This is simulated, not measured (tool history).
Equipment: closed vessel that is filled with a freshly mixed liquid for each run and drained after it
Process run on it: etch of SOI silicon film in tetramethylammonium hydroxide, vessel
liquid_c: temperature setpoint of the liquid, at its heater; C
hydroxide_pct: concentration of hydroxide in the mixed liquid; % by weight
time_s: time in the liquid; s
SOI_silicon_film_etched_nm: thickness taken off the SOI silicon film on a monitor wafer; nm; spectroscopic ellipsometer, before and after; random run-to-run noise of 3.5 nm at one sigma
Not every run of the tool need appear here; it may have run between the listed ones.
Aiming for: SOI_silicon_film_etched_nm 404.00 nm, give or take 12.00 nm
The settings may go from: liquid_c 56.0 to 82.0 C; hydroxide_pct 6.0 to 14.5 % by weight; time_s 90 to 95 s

run	hour	liquid_c	hydroxide_pct	time_s	SOI_silicon_film_etched_nm
1	0.0	69.0	9.5	90	602.09
2	6.7	67.0	9.5	90	532.45
3	9.0	67.0	9.5	90	534.75
4	12.8	65.5	9.5	90	489.89
5	15.9	65.5	8.0	90	518.11
6	22.5	65.5	8.0	95	554.00
7	29.4	64.0	8.0	95	491.88
8	34.4	63.0	8.0	95	471.76
9	37.0	59.5	8.0	95	382.24
# hour 41.9: hydroxide flow meter replaced
10	41.9	60.5	8.0	95	420.71

Exactly one of the 5 candidate moves below puts every result within its allowed miss. Which one?
A	46.8	60.0	6.5	95	?
B	46.8	62.5	9.0	95	?
C	46.8	60.5	6.5	95	?
D	46.8	59.0	6.5	95	?
E	46.8	63.0	10.5	95	?

move	SOI_silicon_film_etched_nm
A	430.14
B	455.94
C	443.72
D	403.91
E	443.96
A: misses by more than the last run did
B: misses by more than the last run did
C: misses by more than the last run did
D: meets every target
E: misses by more than the last run did
Move D is the one to make.
